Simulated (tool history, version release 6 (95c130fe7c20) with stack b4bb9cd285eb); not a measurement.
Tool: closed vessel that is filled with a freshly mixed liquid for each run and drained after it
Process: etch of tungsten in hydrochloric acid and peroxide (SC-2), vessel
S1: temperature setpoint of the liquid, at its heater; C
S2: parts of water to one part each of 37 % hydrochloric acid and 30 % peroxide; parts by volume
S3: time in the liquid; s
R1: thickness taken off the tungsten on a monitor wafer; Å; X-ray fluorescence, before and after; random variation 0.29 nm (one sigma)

run	day	S1	S2	S3	R1
1	0.000	50.0	10	460	589.63
2	0.150	48.5	10	460	531.01
3	0.438	42.0	10	460	339.79
4	0.533	42.5	10	460	354.48
5	0.829	43.0	10	460	363.02
6	1.154	47.5	10	460	498.78
7	1.467	46.5	10	460	463.31
8	1.671	46.0	10	460	451.54
9	2.000	45.5	10	460	434.94

Run 10 comes next. What will it give?
10	2.362	45.0	10	460	?

R1: 415.01 Å
